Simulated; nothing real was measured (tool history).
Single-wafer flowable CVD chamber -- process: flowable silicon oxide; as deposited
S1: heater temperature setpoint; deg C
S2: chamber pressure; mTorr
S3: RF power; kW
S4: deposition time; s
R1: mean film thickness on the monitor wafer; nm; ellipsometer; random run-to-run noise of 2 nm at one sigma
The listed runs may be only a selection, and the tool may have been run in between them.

run,hour,S1,S2,S3,S4,R1
1,0.0,110,926,1.620,563,300.31
2,6.1,109,926,1.620,563,310.40
3,9.4,109,926,1.620,563,311.38
4,13.3,109,926,1.515,563,303.67
5,15.0,108,926,1.515,563,318.12
6,19.3,108,926,1.515,538,305.22
7,28.1,107,926,1.515,538,314.22
8,29.6,106,926,1.515,538,323.78
9,34.9,105,926,1.515,538,338.34

Run 10 comes next. What will it give?
10,40.1,104,926,1.515,538,?

{"run 10": {"R1": 352.21}}

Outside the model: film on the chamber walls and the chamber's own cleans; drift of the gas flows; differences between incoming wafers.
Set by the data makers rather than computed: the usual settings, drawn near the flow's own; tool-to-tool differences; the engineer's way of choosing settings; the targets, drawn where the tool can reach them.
